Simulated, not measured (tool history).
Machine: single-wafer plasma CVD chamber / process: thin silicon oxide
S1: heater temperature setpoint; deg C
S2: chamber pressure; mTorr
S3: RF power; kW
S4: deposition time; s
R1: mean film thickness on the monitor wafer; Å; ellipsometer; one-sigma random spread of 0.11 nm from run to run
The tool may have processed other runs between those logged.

run 1 hour=0 | S1=390 S2=617 S3=0.3 S4=11.14 | R1=168.15
run 2 hour=6.2 | S1=390 S2=617 S3=0.3 S4=11.51 | R1=173.23
run 3 hour=13.7 | S1=397 S2=617 S3=0.3 S4=11.51 | R1=172.73
run 4 hour=22.4 | S1=397 S2=640 S3=0.3 S4=11.51 | R1=177.87
run 5 hour=23.8 | S1=397 S2=662 S3=0.3 S4=11.51 | R1=185.32
run 6 hour=31.1 | S1=397 S2=679 S3=0.3 S4=11.51 | R1=189.43
run 7 hour=37.1 | S1=397 S2=679 S3=0.3 S4=11.51 | R1=189.9

The next listed run, before its measurement:
run 8 hour=40.2 | S1=397 S2=694 S3=0.3 S4=11.51 | R1=?

Run 8 came out at R1 192.64 Å.

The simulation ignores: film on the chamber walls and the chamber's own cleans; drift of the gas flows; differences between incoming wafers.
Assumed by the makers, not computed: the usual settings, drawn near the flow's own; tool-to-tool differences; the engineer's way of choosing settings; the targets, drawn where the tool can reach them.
